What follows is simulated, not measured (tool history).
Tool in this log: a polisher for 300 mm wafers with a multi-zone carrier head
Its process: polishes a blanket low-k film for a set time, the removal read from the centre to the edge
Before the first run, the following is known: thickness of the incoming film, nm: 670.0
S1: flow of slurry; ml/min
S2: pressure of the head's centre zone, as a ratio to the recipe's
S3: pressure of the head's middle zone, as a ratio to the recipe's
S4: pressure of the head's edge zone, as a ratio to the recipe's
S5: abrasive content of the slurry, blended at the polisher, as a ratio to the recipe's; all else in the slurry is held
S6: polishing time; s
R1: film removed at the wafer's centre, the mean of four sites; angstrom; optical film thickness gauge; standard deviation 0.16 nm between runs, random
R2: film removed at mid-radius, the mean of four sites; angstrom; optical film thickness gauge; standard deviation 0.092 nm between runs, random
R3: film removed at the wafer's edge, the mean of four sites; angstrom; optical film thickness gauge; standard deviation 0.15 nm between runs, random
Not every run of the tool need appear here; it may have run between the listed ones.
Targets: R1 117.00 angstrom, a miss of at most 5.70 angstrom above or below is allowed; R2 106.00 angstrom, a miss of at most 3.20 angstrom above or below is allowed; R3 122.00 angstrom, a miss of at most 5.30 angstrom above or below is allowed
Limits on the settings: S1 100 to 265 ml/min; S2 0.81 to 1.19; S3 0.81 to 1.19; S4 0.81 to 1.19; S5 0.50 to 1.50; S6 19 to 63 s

run 1 hour=0.0 | S1=170 S2=1.00 S3=1.00 S4=1.00 S5=1.00 S6=41 | R1=122.51 R2=126.99 R3=128.01
run 2 hour=3.1 | S1=200 S2=1.00 S3=1.00 S4=1.00 S5=1.00 S6=41 | R1=128.56 R2=130.42 R3=131.80
run 3 hour=9.2 | S1=200 S2=1.00 S3=1.00 S4=1.00 S5=0.90 S6=41 | R1=122.45 R2=122.39 R3=123.95
run 4 hour=13.6 | S1=185 S2=1.00 S3=0.96 S4=1.01 S5=0.90 S6=41 | R1=123.48 R2=116.12 R3=122.65
run 5 hour=20.2 | S1=210 S2=1.00 S3=0.96 S4=1.01 S5=0.90 S6=41 | R1=120.81 R2=121.83 R3=124.39
run 6 hour=22.5 | S1=210 S2=1.00 S3=0.96 S4=1.01 S5=0.90 S6=50 | R1=152.47 R2=147.44 R3=151.35
run 7 hour=28.9 | S1=195 S2=0.96 S3=0.91 S4=1.00 S5=0.80 S6=50 | R1=133.08 R2=134.21 R3=139.81
run 8 hour=34.8 | S1=180 S2=0.96 S3=0.88 S4=1.01 S5=0.75 S6=50 | R1=128.35 R2=123.33 R3=134.76

5 next moves are on the table. One of them brings every result within its allowed miss. Which?
run A hour=40.7 | S1=240 S2=1.08 S3=1.10 S4=0.81 S5=0.80 S6=46 | R1=? R2=? R3=?
run B hour=40.7 | S1=165 S2=0.81 S3=0.84 S4=1.12 S5=0.75 S6=57 | R1=? R2=? R3=?
run C hour=40.7 | S1=195 S2=0.97 S3=0.83 S4=0.99 S5=0.70 S6=46 | R1=? R2=? R3=?
run D hour=40.7 | S1=140 S2=0.99 S3=1.03 S4=0.85 S5=0.95 S6=44 | R1=? R2=? R3=?
run E hour=40.7 | S1=145 S2=1.15 S3=0.88 S4=0.85 S5=0.50 S6=61 | R1=? R2=? R3=?

move=A R1=142.21 R2=144.29 R3=119.44
move=B R1=121.54 R2=135.02 R3=161.23
move=C R1=115.82 R2=106.85 R3=120.26
move=D R1=123.96 R2=131.73 R3=119.74
move=E R1=142.75 R2=116.93 R3=119.27
A: the biggest miss grows against the last run
B: the biggest miss grows against the last run
C: each result inside its tolerance
D: the biggest miss grows against the last run
E: gains on the last run, yet a result remains outside its allowed miss
So the answer is move C, the one that meets all the targets.
